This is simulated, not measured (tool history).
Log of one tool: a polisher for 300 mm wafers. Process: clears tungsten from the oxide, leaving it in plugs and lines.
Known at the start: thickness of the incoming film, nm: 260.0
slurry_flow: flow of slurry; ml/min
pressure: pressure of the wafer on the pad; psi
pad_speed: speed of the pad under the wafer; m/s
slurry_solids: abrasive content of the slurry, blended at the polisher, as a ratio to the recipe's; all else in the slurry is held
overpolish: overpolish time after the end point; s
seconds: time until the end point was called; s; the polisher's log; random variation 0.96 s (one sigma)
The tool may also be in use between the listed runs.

run 1 hour=0.0 | slurry_flow=150 pressure=2.9 pad_speed=0.94 slurry_solids=1.00 overpolish=22 | seconds=86.266
run 2 hour=7.9 | slurry_flow=150 pressure=3.1 pad_speed=0.96 slurry_solids=1.00 overpolish=22 | seconds=80.810
run 3 hour=15.1 | slurry_flow=150 pressure=3.1 pad_speed=0.96 slurry_solids=1.00 overpolish=23 | seconds=77.940
run 4 hour=18.6 | slurry_flow=150 pressure=3.1 pad_speed=0.96 slurry_solids=0.95 overpolish=23 | seconds=79.525
run 5 hour=21.4 | slurry_flow=170 pressure=3.1 pad_speed=0.96 slurry_solids=0.95 overpolish=23 | seconds=75.180
run 6 hour=29.3 | slurry_flow=150 pressure=3.1 pad_speed=0.96 slurry_solids=0.95 overpolish=23 | seconds=80.239
run 7 hour=33.7 | slurry_flow=155 pressure=3.3 pad_speed=0.96 slurry_solids=0.95 overpolish=23 | seconds=74.978
run 8 hour=40.6 | slurry_flow=160 pressure=3.5 pad_speed=0.98 slurry_solids=0.95 overpolish=23 | seconds=69.425
run 9 hour=45.5 | slurry_flow=160 pressure=3.7 pad_speed=1.00 slurry_solids=0.95 overpolish=23 | seconds=64.740
run 10 hour=46.3 | slurry_flow=160 pressure=3.8 pad_speed=1.00 slurry_solids=0.95 overpolish=23 | seconds=64.673
run 11 hour=53.0 | slurry_flow=165 pressure=3.9 pad_speed=1.02 slurry_solids=0.95 overpolish=23 | seconds=59.135
run 12 hour=56.2 | slurry_flow=170 pressure=4.0 pad_speed=1.02 slurry_solids=0.95 overpolish=23 | seconds=55.997

The next listed run, before its measurement:
run 13 hour=63.4 | slurry_flow=175 pressure=4.0 pad_speed=1.02 slurry_solids=0.95 overpolish=23 | seconds=?

Run 13 gave seconds 56.970 s.

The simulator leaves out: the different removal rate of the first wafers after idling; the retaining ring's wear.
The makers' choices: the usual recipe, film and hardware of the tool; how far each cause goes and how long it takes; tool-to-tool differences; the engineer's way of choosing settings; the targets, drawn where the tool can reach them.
